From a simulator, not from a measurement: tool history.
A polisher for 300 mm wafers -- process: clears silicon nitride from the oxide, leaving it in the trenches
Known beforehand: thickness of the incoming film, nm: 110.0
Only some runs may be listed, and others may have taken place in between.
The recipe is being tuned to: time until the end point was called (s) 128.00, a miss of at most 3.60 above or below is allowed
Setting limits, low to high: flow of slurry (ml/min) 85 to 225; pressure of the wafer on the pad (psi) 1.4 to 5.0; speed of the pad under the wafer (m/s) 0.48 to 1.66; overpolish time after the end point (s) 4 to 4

run  hour  flow of slurry (ml/min)  pressure of the wafer on the pad (psi)  speed of the pad under the wafer (m/s)  overpolish time after the end point (s)  time until the end point was called (s)
  1   0.0                      145                                     3.2                                    1.06                                        4                                   110.69
  2   5.7                      145                                     2.5                                    1.06                                        4                                   137.92
  3   9.0                      150                                     2.5                                    1.06                                        4                                   136.96
  4  17.1                      150                                     3.2                                    1.06                                        4                                   107.70
  5  19.2                      150                                     3.2                                    1.06                                        4                                   108.65
  6  26.1                      145                                     3.2                                    1.06                                        4                                   109.31
  7  30.8                      140                                     3.1                                    1.06                                        4                                   112.56
  8  38.1                      140                                     3.0                                    1.06                                        4                                   116.79

4 next moves are on the table. One of them brings every result within its allowed miss. Which?
  A  45.4                      145                                     3.1                                    1.02                                        4                                        ?
  B  45.4                      115                                     3.0                                    1.04                                        4                                        ?
  C  45.4                      180                                     2.9                                    0.98                                        4                                        ?
  D  45.4                      165                                     3.0                                    1.02                                        4                                        ?

move  time until the end point was called (s)
   A                                   115.91
   B                                   120.42
   C                                   125.63
   D                                   118.02
A: further off than the last run
B: nearer the targets than the last run, but a result is still out of spec
C: in spec on every target
D: nearer the targets than the last run, but a result is still out of spec
Move C is the one to make.
